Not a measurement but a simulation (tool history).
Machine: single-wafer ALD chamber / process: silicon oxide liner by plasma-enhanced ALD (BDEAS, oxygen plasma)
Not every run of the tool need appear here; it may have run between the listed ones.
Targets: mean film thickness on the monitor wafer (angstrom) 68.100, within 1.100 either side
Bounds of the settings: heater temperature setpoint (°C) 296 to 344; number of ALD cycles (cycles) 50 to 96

run  hour  heater temperature setpoint (°C)  number of ALD cycles (cycles)  mean film thickness on the monitor wafer (angstrom)
  1   0.0                               320                             73                                               64.290
  2   6.8                               320                             69                                               60.378
  3   9.1                               316                             69                                               60.781
  4  12.0                               316                             73                                               64.306
  5  18.0                               316                             69                                               60.663
  6  21.9                               307                             69                                               61.790
     30.3  -- thermocouple changed; heater temperature recalibrated
  7  30.3                               306                             70                                               62.361
  8  37.0                               306                             71                                               63.391

Next run, 4 choices. One meets every target within its allowed miss, the rest don't. Which?
  A  43.7                               296                             74                                                    ?
  B  43.7                               301                             73                                                    ?
  C  43.7                               310                             74                                                    ?
  D  43.7                               298                             72                                                    ?

move  mean film thickness on the monitor wafer (angstrom)
   A                                               68.426
   B                                               66.132
   C                                               65.832
   D                                               66.036
A: meets every target
B: nearer than the last run, and not there yet
C: nearer than the last run, and not there yet
D: nearer than the last run, and not there yet
So the answer is move A, the one that meets all the targets.
